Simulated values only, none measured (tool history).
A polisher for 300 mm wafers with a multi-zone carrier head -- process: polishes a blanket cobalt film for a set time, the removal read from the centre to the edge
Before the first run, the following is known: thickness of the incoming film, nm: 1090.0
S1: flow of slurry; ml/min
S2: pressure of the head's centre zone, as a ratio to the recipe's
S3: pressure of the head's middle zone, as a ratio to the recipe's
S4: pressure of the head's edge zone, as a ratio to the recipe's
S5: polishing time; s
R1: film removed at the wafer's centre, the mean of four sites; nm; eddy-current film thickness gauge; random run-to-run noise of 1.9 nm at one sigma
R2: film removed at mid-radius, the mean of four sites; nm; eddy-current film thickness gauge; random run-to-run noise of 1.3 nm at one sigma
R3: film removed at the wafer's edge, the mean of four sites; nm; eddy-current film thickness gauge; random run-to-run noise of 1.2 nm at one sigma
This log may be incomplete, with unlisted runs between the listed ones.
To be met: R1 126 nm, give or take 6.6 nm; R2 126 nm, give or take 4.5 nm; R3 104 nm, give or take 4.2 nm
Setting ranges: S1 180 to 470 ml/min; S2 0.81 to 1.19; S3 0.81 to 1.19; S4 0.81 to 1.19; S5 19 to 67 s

{"run": 1, "hour": 0.0, "S1": 300, "S2": 1, "S3": 1, "S4": 1, "S5": 43, "R1": 192.76, "R2": 195.81, "R3": 184.07}
{"run": 2, "hour": 1.9, "S1": 335, "S2": 1, "S3": 1, "S4": 1, "S5": 43, "R1": 189.92, "R2": 193.01, "R3": 186.87}
{"run": 3, "hour": 9.6, "S1": 365, "S2": 1, "S3": 1, "S4": 1, "S5": 43, "R1": 194.57, "R2": 196.43, "R3": 186.82}
{"run": 4, "hour": 14.9, "S1": 365, "S2": 1.02, "S3": 1.02, "S4": 0.95, "S5": 36, "R1": 164.91, "R2": 166.77, "R3": 155.85}
{"run": 5, "hour": 17.4, "S1": 365, "S2": 0.98, "S3": 1.02, "S4": 0.95, "S5": 36, "R1": 158.38, "R2": 168.74, "R3": 153}
{"run": 6, "hour": 24.8, "S1": 355, "S2": 1.02, "S3": 1.05, "S4": 0.9, "S5": 31, "R1": 143.81, "R2": 146.78, "R3": 130.48}
{"run": 7, "hour": 29.2, "S1": 340, "S2": 1.03, "S3": 1.07, "S4": 0.87, "S5": 29, "R1": 135.61, "R2": 134.8, "R3": 118.03}
{"run": 8, "hour": 35.7, "S1": 315, "S2": 1.03, "S3": 1.09, "S4": 0.85, "S5": 29, "R1": 134.2, "R2": 137.27, "R3": 117.17}
{"run": 9, "hour": 40.3, "S1": 310, "S2": 1.04, "S3": 1.1, "S4": 0.84, "S5": 28, "R1": 126.27, "R2": 134.79, "R3": 113.26}

Which single option among these 5 for the next run brings every result within its allowed miss of target? Just one does.
{"run": "A", "hour": 44.9, "S1": 470, "S2": 1.05, "S3": 1.07, "S4": 0.81, "S5": 26, "R1": "?", "R2": "?", "R3": "?"}
{"run": "B", "hour": 44.9, "S1": 290, "S2": 1.16, "S3": 1.01, "S4": 0.89, "S5": 28, "R1": "?", "R2": "?", "R3": "?"}
{"run": "C", "hour": 44.9, "S1": 255, "S2": 0.98, "S3": 1.05, "S4": 0.87, "S5": 29, "R1": "?", "R2": "?", "R3": "?"}
{"run": "D", "hour": 44.9, "S1": 330, "S2": 0.98, "S3": 1.06, "S4": 0.88, "S5": 29, "R1": "?", "R2": "?", "R3": "?"}
{"run": "E", "hour": 44.9, "S1": 310, "S2": 1.18, "S3": 1.01, "S4": 0.85, "S5": 28, "R1": "?", "R2": "?", "R3": "?"}

move=A R1=128.05 R2=126.3 R3=102.21
move=B R1=146.01 R2=126.59 R3=111.48
move=C R1=125.66 R2=132.25 R3=113.03
move=D R1=129.39 R2=136.49 R3=115.9
move=E R1=149.63 R2=127.42 R3=109.73
A: all results land within tolerance of their targets
B: misses by more than the last run did
C: just as far off the targets as the last run
D: misses by more than the last run did
E: misses by more than the last run did
Correct choice: A, which meets every target

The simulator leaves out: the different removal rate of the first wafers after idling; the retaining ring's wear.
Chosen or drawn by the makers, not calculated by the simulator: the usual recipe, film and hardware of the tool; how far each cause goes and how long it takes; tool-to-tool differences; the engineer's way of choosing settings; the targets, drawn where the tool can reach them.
